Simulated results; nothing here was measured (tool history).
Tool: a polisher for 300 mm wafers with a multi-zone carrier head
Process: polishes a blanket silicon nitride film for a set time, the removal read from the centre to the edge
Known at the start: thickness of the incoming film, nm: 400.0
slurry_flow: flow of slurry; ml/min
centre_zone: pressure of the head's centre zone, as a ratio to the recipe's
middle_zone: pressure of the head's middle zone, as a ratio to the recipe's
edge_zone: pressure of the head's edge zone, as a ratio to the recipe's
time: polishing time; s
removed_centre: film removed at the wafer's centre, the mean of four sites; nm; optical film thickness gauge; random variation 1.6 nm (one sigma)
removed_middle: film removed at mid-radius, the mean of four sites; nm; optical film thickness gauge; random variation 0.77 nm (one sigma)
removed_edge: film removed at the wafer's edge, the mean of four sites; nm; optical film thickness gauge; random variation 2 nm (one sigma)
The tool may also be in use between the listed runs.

{"run": 1, "hour": 0.0, "slurry_flow": 305, "centre_zone": 1, "middle_zone": 1, "edge_zone": 1, "time": 68, "removed_centre": 97.306, "removed_middle": 96.262, "removed_edge": 96.438}
{"run": 2, "hour": 5.8, "slurry_flow": 305, "centre_zone": 1, "middle_zone": 0.99, "edge_zone": 1.02, "time": 70, "removed_centre": 99.815, "removed_middle": 99.323, "removed_edge": 101.87}
{"run": 3, "hour": 9.6, "slurry_flow": 305, "centre_zone": 0.94, "middle_zone": 0.99, "edge_zone": 1.02, "time": 70, "removed_centre": 93.846, "removed_middle": 99.865, "removed_edge": 99.614}
{"run": 4, "hour": 13.0, "slurry_flow": 305, "centre_zone": 0.95, "middle_zone": 0.99, "edge_zone": 1.04, "time": 71, "removed_centre": 93.983, "removed_middle": 101.26, "removed_edge": 105.19}
{"run": 5, "hour": 16.1, "slurry_flow": 305, "centre_zone": 0.95, "middle_zone": 0.99, "edge_zone": 1.13, "time": 71, "removed_centre": 96.061, "removed_middle": 99.515, "removed_edge": 109.36}
{"run": 6, "hour": 21.1, "slurry_flow": 305, "centre_zone": 0.95, "middle_zone": 0.99, "edge_zone": 1.13, "time": 56, "removed_centre": 75.053, "removed_middle": 79.868, "removed_edge": 83.174}
{"run": 7, "hour": 27.9, "slurry_flow": 280, "centre_zone": 1.03, "middle_zone": 0.99, "edge_zone": 1.17, "time": 75, "removed_centre": 110.64, "removed_middle": 105.12, "removed_edge": 113.24}

Run 8 comes next. What will it give?
{"run": 8, "hour": 34.6, "slurry_flow": 290, "centre_zone": 1.03, "middle_zone": 0.99, "edge_zone": 1.17, "time": 76, "removed_centre": "?", "removed_middle": "?", "removed_edge": "?"}

Run 8 gave removed_centre 107.64 nm, removed_middle 107.18 nm, removed_edge 119.68 nm.
